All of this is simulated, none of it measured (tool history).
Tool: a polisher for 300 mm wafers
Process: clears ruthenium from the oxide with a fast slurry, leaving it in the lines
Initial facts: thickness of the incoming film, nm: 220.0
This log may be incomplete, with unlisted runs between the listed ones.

run	hour	flow of slurry (ml/min)	pressure of the wafer on the pad (psi)	speed of the pad under the wafer (cm/s)	abrasive content of the slurry	overpolish time after the end point (s)	time until the end point was called (s)	dishing of a wide line in a test structure (Å)
1	0	180	3.2	112	1	18	49.765	611.21
2	0.8	180	3.9	112	1	18	41.479	783.59
3	4.7	190	4.1	114	1	15	38.448	650.89
4	5.8	200	4.2	114	1	14	37.084	696.35
5	6.4	200	4.9	114	1	14	31.914	755.16
6	12.8	200	4.9	114	0.85	14	36.131	678.94

Run 7 comes next. What will it give?
7	15.7	205	4.9	116	0.85	13	?	?

time until the end point was called (s): 36.229
dishing of a wide line in a test structure (Å): 654.14
